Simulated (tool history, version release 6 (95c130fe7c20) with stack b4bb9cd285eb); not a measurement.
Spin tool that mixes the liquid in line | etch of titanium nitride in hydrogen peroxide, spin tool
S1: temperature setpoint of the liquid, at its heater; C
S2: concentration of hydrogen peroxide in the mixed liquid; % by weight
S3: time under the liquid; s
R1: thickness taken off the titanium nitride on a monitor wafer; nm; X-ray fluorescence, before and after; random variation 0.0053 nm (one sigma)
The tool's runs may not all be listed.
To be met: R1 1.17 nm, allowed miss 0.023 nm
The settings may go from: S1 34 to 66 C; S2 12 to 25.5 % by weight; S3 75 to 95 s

| run | day | S1 | S2 | S3 | R1 |
|---|---|---|---|---|---|
| 1 | 0 | 50 | 17.5 | 95 | 3.0314 |
| 2 | 0.25 | 47.5 | 17.5 | 95 | 2.522 |
| 3 | 0.533 | 45.5 | 17.5 | 95 | 2.1841 |
| 4 | 0.625 | 44 | 17.5 | 95 | 1.944 |
| 5 | 0.938 | 42.5 | 17.5 | 95 | 1.7343 |
| 6 | 1.308 | 47 | 17.5 | 95 | 2.4375 |
| 7 | 1.438 | 45 | 17.5 | 95 | 2.1032 |
| 8 | 1.492 | 43.5 | 17.5 | 95 | 1.889 |
| 9 | 1.7 | 42.5 | 17.5 | 95 | 1.7342 |
| 10 | 1.804 | 41.5 | 17.5 | 95 | 1.6051 |
| 11 | 1.871 | 40.5 | 17.5 | 95 | 1.4968 |
| 12 | 1.967 | 40 | 17.5 | 95 | 1.4343 |

5 next moves are on the table. One of them brings every result within its allowed miss. Which?
| A | 2.062 | 38.5 | 16.5 | 85 | ? |
| B | 2.062 | 37.5 | 21 | 90 | ? |
| C | 2.062 | 41 | 17.5 | 80 | ? |
| D | 2.062 | 40 | 17 | 75 | ? |
| E | 2.062 | 37 | 15.5 | 95 | ? |

| move | R1 |
|---|---|
| A | 1.1319 |
| B | 1.1672 |
| C | 1.3078 |
| D | 1.1286 |
| E | 1.1106 |
A: takes the result that was furthest off past its target
B: meets every target
C: nearer than the last run, and not there yet
D: takes the result that was furthest off past its target
E: takes the result that was furthest off past its target
The right move is B.

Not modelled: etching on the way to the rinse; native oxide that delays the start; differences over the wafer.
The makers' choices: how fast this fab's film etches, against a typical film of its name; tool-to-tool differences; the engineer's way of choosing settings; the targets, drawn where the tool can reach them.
